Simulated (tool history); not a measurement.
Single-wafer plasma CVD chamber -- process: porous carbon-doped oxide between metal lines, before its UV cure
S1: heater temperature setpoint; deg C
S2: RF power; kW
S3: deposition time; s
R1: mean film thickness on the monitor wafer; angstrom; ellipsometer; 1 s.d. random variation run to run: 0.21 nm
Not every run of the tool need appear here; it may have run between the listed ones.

{"run": 1, "day": 0.0, "S1": 280, "S2": 0.4, "S3": 13.7, "R1": 706.33}
{"run": 2, "day": 0.338, "S1": 280, "S2": 0.4, "S3": 13.7, "R1": 706.75}
{"run": 3, "day": 0.496, "S1": 284, "S2": 0.4, "S3": 13.7, "R1": 691.76}
{"run": 4, "day": 0.725, "S1": 289, "S2": 0.4, "S3": 13.7, "R1": 667.32}
{"run": 5, "day": 0.929, "S1": 287, "S2": 0.4, "S3": 13.7, "R1": 677.07}
{"run": 6, "day": 1.042, "S1": 287, "S2": 0.4, "S3": 13, "R1": 642.98}

What does the tool deliver on the next run?
{"run": 7, "day": 1.262, "S1": 284, "S2": 0.4, "S3": 13, "R1": "?"}

Run 7 yielded R1 658.45 angstrom.
